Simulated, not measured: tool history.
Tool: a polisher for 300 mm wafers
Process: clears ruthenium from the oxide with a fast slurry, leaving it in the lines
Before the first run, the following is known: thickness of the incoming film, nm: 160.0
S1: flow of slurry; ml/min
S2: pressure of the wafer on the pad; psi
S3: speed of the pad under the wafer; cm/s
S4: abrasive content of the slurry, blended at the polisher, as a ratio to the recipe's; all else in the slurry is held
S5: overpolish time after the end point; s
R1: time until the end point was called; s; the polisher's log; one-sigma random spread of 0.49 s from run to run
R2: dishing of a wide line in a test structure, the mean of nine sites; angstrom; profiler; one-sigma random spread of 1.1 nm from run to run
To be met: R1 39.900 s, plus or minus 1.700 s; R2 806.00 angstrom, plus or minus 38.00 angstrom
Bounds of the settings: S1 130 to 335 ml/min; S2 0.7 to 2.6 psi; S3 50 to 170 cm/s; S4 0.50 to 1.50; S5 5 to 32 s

run 1 hour=0.0 | S1=215 S2=1.6 S3=110 S4=1.00 S5=16 | R1=63.314 R2=349.46
run 2 hour=8.8 | S1=215 S2=1.7 S3=110 S4=1.00 S5=17 | R1=60.357 R2=398.83
run 3 hour=12.8 | S1=215 S2=1.7 S3=90 S4=1.00 S5=17 | R1=75.577 R2=325.98
run 4 hour=19.1 | S1=215 S2=1.8 S3=92 S4=1.00 S5=18 | R1=69.808 R2=367.55
run 5 hour=21.2 | S1=215 S2=1.8 S3=92 S4=1.10 S5=18 | R1=65.441 R2=384.50
run 6 hour=22.3 | S1=215 S2=1.8 S3=74 S4=1.10 S5=18 | R1=83.626 R2=312.01
run 7 hour=25.5 | S1=215 S2=1.9 S3=78 S4=1.10 S5=19 | R1=73.529 R2=357.89
run 8 hour=33.3 | S1=215 S2=2.0 S3=82 S4=1.10 S5=20 | R1=67.801 R2=409.25
run 9 hour=36.1 | S1=215 S2=2.1 S3=86 S4=1.10 S5=21 | R1=62.936 R2=469.02
run 10 hour=44.2 | S1=215 S2=2.2 S3=90 S4=1.10 S5=21 | R1=57.858 R2=510.45
-- hour=47.0 worn pad replaced by a new one
run 11 hour=47.0 | S1=220 S2=2.6 S3=108 S4=1.10 S5=23 | R1=37.312 R2=797.58

5 next moves are on the table. One of them brings every result within its allowed miss. Which?
run A hour=49.8 | S1=210 S2=2.6 S3=108 S4=1.15 S5=21 | R1=? R2=?
run B hour=49.8 | S1=220 S2=2.4 S3=116 S4=1.15 S5=21 | R1=? R2=?
run C hour=49.8 | S1=245 S2=2.6 S3=110 S4=0.85 S5=25 | R1=? R2=?
run D hour=49.8 | S1=240 S2=2.6 S3=120 S4=1.05 S5=21 | R1=? R2=?
run E hour=49.8 | S1=250 S2=2.3 S3=112 S4=1.35 S5=22 | R1=? R2=?

move=A R1=35.932 R2=741.32
move=B R1=35.732 R2=744.82
move=C R1=39.653 R2=790.06
move=D R1=33.143 R2=793.35
move=E R1=35.442 R2=779.86
A: lands further from the targets than the last run did
B: lands further from the targets than the last run did
C: all results land within tolerance of their targets
D: lands further from the targets than the last run did
E: lands further from the targets than the last run did
Go with C: it meets all targets.
